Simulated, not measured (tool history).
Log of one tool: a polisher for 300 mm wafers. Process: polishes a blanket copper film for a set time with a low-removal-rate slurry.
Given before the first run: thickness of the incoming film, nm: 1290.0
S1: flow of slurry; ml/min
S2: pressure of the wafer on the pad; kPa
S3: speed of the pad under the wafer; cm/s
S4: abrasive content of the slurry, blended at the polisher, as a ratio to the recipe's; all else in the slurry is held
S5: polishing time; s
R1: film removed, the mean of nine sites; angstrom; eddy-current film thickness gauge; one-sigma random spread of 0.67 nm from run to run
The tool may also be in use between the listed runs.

run	day	S1	S2	S3	S4	S5	R1
1	0	270	20	88	1	110	2093.9
2	0.071	240	20	88	1	110	2072.8
3	0.233	235	17.2	86	1	110	1751.4
4	0.438	280	17.2	86	1	110	1786.2
5	0.617	280	17.2	86	1	110	1803.5
# day 0.654: head pressure recalibrated
6	0.654	265	15.2	84	1	110	1669.2
7	0.854	260	13.8	78	1	110	1429.8
8	1.117	255	12.4	76	1	110	1283.3

Forecast run 9:
9	1.25	245	11.7	76	1	110	?

{"run 9": {"R1": 1198.3}}
